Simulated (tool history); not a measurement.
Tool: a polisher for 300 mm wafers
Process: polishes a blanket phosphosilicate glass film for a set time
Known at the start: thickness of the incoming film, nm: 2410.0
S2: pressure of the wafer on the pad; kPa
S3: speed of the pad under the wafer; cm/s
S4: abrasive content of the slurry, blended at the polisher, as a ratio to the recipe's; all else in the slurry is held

{"run": 1, "day": 0.0, "flow of slurry (ml/min)": 245, "S2": 18.6, "S3": 84, "S4": 1.0, "polishing time (s)": 74, "film removed (nm)": 321.85}
{"run": 2, "day": 0.225, "flow of slurry (ml/min)": 240, "S2": 17.9, "S3": 84, "S4": 1.0, "polishing time (s)": 74, "film removed (nm)": 312.12}
{"run": 3, "day": 0.504, "flow of slurry (ml/min)": 240, "S2": 17.2, "S3": 84, "S4": 1.0, "polishing time (s)": 74, "film removed (nm)": 295.05}
{"run": 4, "day": 0.608, "flow of slurry (ml/min)": 240, "S2": 17.2, "S3": 84, "S4": 1.0, "polishing time (s)": 74, "film removed (nm)": 296.73}
{"run": 5, "day": 0.812, "flow of slurry (ml/min)": 240, "S2": 13.1, "S3": 84, "S4": 1.0, "polishing time (s)": 74, "film removed (nm)": 230.63}
{"day": 1.192, "done": "slurry blender recalibrated"}
{"run": 6, "day": 1.192, "flow of slurry (ml/min)": 205, "S2": 13.1, "S3": 84, "S4": 1.0, "polishing time (s)": 74, "film removed (nm)": 310.38}
{"run": 7, "day": 1.433, "flow of slurry (ml/min)": 210, "S2": 13.1, "S3": 84, "S4": 1.0, "polishing time (s)": 74, "film removed (nm)": 309.38}
{"run": 8, "day": 1.779, "flow of slurry (ml/min)": 215, "S2": 13.1, "S3": 84, "S4": 1.0, "polishing time (s)": 74, "film removed (nm)": 312.05}
{"run": 9, "day": 2.042, "flow of slurry (ml/min)": 190, "S2": 10.3, "S3": 84, "S4": 1.0, "polishing time (s)": 74, "film removed (nm)": 244.13}
{"run": 10, "day": 2.4, "flow of slurry (ml/min)": 190, "S2": 10.3, "S3": 84, "S4": 1.0, "polishing time (s)": 74, "film removed (nm)": 246.13}
{"run": 11, "day": 2.446, "flow of slurry (ml/min)": 185, "S2": 10.3, "S3": 84, "S4": 1.0, "polishing time (s)": 74, "film removed (nm)": 240.68}

Run 12 comes next. What will it give?
{"run": 12, "day": 2.696, "flow of slurry (ml/min)": 180, "S2": 10.3, "S3": 84, "S4": 1.0, "polishing time (s)": 74, "film removed (nm)": "?"}

{"run 12": {"film removed (nm)": 241.72}}
